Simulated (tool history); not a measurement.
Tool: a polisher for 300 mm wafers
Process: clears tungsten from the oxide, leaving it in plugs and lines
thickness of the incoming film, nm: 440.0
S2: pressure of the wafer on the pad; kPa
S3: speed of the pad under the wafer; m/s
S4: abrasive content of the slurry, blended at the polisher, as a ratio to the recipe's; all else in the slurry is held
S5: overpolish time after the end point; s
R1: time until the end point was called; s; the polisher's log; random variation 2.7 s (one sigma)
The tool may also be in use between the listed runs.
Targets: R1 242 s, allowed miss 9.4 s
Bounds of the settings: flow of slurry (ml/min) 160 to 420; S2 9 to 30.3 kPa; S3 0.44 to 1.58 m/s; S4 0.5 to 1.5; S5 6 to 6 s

Run 1, hour 0: flow of slurry (ml/min) 270, S2 19.3 kPa, S3 1 m/s, S4 1, S5 6 s. Result: R1 162.19 s.
Run 2, hour 5.3: flow of slurry (ml/min) 270, S2 17.9 kPa, S3 1 m/s, S4 1, S5 6 s. Result: R1 171.21 s.
Run 3, hour 12.7: flow of slurry (ml/min) 270, S2 13.8 kPa, S3 1 m/s, S4 1, S5 6 s. Result: R1 193.69 s.
Run 4, hour 17.3: flow of slurry (ml/min) 270, S2 13.8 kPa, S3 1 m/s, S4 1, S5 6 s. Result: R1 196.92 s.
Run 5, hour 18: flow of slurry (ml/min) 270, S2 13.8 kPa, S3 1.24 m/s, S4 1, S5 6 s. Result: R1 171.9 s.
Run 6, hour 21.1: flow of slurry (ml/min) 270, S2 13.8 kPa, S3 1.24 m/s, S4 0.9, S5 6 s. Result: R1 177.3 s.
Run 7, hour 23.3: flow of slurry (ml/min) 270, S2 13.1 kPa, S3 1.22 m/s, S4 0.9, S5 6 s. Result: R1 182.03 s.
Run 8, hour 24.5: flow of slurry (ml/min) 270, S2 12.4 kPa, S3 1.2 m/s, S4 0.9, S5 6 s. Result: R1 190.94 s.
Run 9, hour 29.6: flow of slurry (ml/min) 270, S2 11.7 kPa, S3 1.18 m/s, S4 0.9, S5 6 s. Result: R1 197.91 s.

5 next moves are on the table. One of them brings every result within its allowed miss. Which?
Run A, hour 34.7: flow of slurry (ml/min) 245, S2 10.3 kPa, S3 1.14 m/s, S4 0.85, S5 6 s. Result: R1 ?.
Run B, hour 34.7: flow of slurry (ml/min) 250, S2 9 kPa, S3 1.24 m/s, S4 0.85, S5 6 s. Result: R1 ?.
Run C, hour 34.7: flow of slurry (ml/min) 280, S2 11 kPa, S3 1.08 m/s, S4 0.85, S5 6 s. Result: R1 ?.
Run D, hour 34.7: flow of slurry (ml/min) 315, S2 9 kPa, S3 1.26 m/s, S4 0.75, S5 6 s. Result: R1 ?.
Run E, hour 34.7: flow of slurry (ml/min) 190, S2 9 kPa, S3 1.24 m/s, S4 0.75, S5 6 s. Result: R1 ?.

move      R1
   A  221.71
   B  222.93
   C  220.07
   D   227.2
   E  239.44
A: nearer than the last run, and not there yet
B: nearer than the last run, and not there yet
C: nearer than the last run, and not there yet
D: nearer than the last run, and not there yet
E: meets every target
Answer: E
